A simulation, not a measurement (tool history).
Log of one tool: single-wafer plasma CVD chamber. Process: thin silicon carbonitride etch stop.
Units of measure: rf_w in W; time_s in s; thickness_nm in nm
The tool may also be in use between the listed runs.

run	hour	rf_w	time_s	thickness_nm
1	0.0	230	27.8	16.558
2	8.0	260	27.8	17.035
3	13.9	260	28.5	17.487
4	22.2	260	26.8	16.508
5	24.3	230	26.8	15.969
6	28.9	260	26.8	16.437
# hour 37.5: thermocouple changed; heater temperature recalibrated
7	37.5	265	27.6	17.004

Estimate the outcome of run 8 from the log above:
8	44.2	265	27.6	?

thickness_nm: 17.067 nm
